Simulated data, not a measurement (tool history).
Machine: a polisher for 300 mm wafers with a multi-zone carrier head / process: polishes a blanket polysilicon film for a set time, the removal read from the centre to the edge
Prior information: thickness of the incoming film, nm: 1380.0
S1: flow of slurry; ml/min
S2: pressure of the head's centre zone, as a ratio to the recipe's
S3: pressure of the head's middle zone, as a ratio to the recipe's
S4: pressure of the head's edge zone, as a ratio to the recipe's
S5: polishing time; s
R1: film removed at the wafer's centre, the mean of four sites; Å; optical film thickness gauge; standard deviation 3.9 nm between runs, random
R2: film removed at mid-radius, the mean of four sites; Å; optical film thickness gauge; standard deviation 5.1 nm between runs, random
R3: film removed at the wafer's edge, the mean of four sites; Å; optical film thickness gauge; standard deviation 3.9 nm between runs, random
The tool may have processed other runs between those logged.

| run | hour | S1 | S2 | S3 | S4 | S5 | R1 | R2 | R3 |
|---|---|---|---|---|---|---|---|---|---|
| 1 | 0 | 270 | 1 | 1 | 1 | 53 | 4219.6 | 4299.4 | 4322.5 |
| 2 | 0.8 | 270 | 1 | 1 | 0.96 | 53 | 4119.6 | 4321.1 | 4309.3 |
| 3 | 5.6 | 270 | 1 | 1 | 0.96 | 62 | 4987.8 | 5062.6 | 4994.3 |
| 4 | 7 | 270 | 1 | 0.96 | 0.96 | 62 | 4968.2 | 4918.5 | 5006.2 |
| 5 | 9.7 | 270 | 0.99 | 1 | 0.93 | 57 | 4452.1 | 4679.3 | 4485.8 |
| 6 | 12 | 270 | 0.97 | 1.01 | 0.91 | 54 | 4139.6 | 4462.3 | 4277.4 |
| 7 | 19.3 | 270 | 0.96 | 1.04 | 0.89 | 51 | 3871.5 | 4277.1 | 3938.4 |
| 8 | 25.9 | 265 | 0.94 | 1.05 | 0.88 | 49 | 3599.8 | 4056.3 | 3747.9 |

What will run 9 give?
| 9 | 29.1 | 260 | 0.92 | 1.07 | 0.86 | 48 | ? | ? | ? |

Run 9 measured R1 3448 Å, R2 4123.6 Å, R3 3646 Å.

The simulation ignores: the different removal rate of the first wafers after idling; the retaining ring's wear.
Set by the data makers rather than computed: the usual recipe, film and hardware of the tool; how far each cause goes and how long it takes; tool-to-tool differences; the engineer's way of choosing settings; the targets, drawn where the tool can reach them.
